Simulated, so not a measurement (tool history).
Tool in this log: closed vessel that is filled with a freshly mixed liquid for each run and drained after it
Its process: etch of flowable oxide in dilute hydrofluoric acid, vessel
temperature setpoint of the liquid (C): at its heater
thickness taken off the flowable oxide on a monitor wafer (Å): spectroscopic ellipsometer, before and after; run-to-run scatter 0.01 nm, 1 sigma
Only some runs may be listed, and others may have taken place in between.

run,day,temperature setpoint of the liquid (C),parts of water to one part of 49 % hydrofluoric acid (parts by volume),time in the liquid (s),thickness taken off the flowable oxide on a monitor wafer (Å)
1,0.000,23.0,250,30,25.929
2,0.204,25.0,250,30,27.703
3,0.458,25.0,290,30,23.299
4,0.571,25.0,365,30,16.946
5,0.821,25.5,365,30,17.203
6,0.992,25.5,365,30,17.202

Estimate the outcome of run 7 from the log above:
7,1.046,25.5,365,30,?

Run 7 came out at thickness taken off the flowable oxide on a monitor wafer (Å) 17.351.

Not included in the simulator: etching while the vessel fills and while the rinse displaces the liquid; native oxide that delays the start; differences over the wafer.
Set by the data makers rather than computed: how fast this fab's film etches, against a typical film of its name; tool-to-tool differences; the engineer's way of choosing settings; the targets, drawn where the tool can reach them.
